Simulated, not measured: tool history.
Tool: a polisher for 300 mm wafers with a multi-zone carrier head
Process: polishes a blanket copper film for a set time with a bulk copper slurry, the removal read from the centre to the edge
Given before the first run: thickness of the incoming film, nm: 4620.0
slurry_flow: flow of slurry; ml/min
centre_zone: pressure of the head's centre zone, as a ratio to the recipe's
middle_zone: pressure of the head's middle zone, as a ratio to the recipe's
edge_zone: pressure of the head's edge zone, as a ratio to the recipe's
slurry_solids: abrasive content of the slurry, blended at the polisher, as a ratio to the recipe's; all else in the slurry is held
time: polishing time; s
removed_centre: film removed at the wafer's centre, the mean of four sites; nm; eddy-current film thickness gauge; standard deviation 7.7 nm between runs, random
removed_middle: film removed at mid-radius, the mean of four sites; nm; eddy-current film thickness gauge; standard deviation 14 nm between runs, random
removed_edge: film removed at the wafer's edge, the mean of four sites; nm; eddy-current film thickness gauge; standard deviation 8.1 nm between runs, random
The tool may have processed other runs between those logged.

Run 1, day 0: slurry_flow 125 ml/min, centre_zone 1, middle_zone 1, edge_zone 1, slurry_solids 1, time 65 s. Result: removed_centre 802.46 nm, removed_middle 822.86 nm, removed_edge 794.69 nm.
Run 2, day 0.1: slurry_flow 125 ml/min, centre_zone 1, middle_zone 1, edge_zone 1, slurry_solids 1.15, time 65 s. Result: removed_centre 827.56 nm, removed_middle 817.48 nm, removed_edge 817.97 nm.
Run 3, day 0.325: slurry_flow 125 ml/min, centre_zone 1, middle_zone 1, edge_zone 1, slurry_solids 1, time 65 s. Result: removed_centre 799.16 nm, removed_middle 825.73 nm, removed_edge 797.04 nm.
Run 4, day 0.379: slurry_flow 125 ml/min, centre_zone 1, middle_zone 1, edge_zone 1.06, slurry_solids 1, time 65 s. Result: removed_centre 811.94 nm, removed_middle 802.59 nm, removed_edge 827.21 nm.
Run 5, day 0.742: slurry_flow 125 ml/min, centre_zone 0.91, middle_zone 1, edge_zone 1.06, slurry_solids 1, time 65 s. Result: removed_centre 729.83 nm, removed_middle 810.62 nm, removed_edge 823.72 nm.
At day 0.854: worn pad replaced by a new one.
Run 6, day 0.854: slurry_flow 140 ml/min, centre_zone 0.94, middle_zone 1.04, edge_zone 1.08, slurry_solids 1.1, time 66 s. Result: removed_centre 848.35 nm, removed_middle 932.15 nm, removed_edge 917.3 nm.
Run 7, day 1.229: slurry_flow 155 ml/min, centre_zone 0.96, middle_zone 1.03, edge_zone 1.09, slurry_solids 1.1, time 66 s. Result: removed_centre 884.02 nm, removed_middle 959.24 nm, removed_edge 940.25 nm.
Run 8, day 1.296: slurry_flow 165 ml/min, centre_zone 0.99, middle_zone 1.03, edge_zone 1.1, slurry_solids 1.1, time 66 s. Result: removed_centre 921.86 nm, removed_middle 962.26 nm, removed_edge 956.51 nm.
Run 9, day 1.654: slurry_flow 170 ml/min, centre_zone 1.01, middle_zone 1.04, edge_zone 1.11, slurry_solids 1.1, time 66 s. Result: removed_centre 946.51 nm, removed_middle 980.06 nm, removed_edge 964.39 nm.
Run 10, day 1.817: slurry_flow 175 ml/min, centre_zone 1.03, middle_zone 1.04, edge_zone 1.12, slurry_solids 1.1, time 66 s. Result: removed_centre 974.44 nm, removed_middle 992.95 nm, removed_edge 984.92 nm.
Run 11, day 1.95: slurry_flow 180 ml/min, centre_zone 1.04, middle_zone 1.04, edge_zone 1.13, slurry_solids 1.1, time 66 s. Result: removed_centre 984.95 nm, removed_middle 989.77 nm, removed_edge 963.37 nm.
Run 12, day 2.092: slurry_flow 185 ml/min, centre_zone 1.04, middle_zone 1.04, edge_zone 1.14, slurry_solids 1.15, time 66 s. Result: removed_centre 1008.6 nm, removed_middle 982.89 nm, removed_edge 976.1 nm.

For run 13, what comes out?
Run 13, day 2.112: slurry_flow 185 ml/min, centre_zone 1.04, middle_zone 1.05, edge_zone 1.15, slurry_solids 1.15, time 66 s. Result: removed_centre ?, removed_middle ?, removed_edge ?.

For run 13 the tool returned removed_centre 1002.2 nm, removed_middle 990.81 nm, removed_edge 996.8 nm.
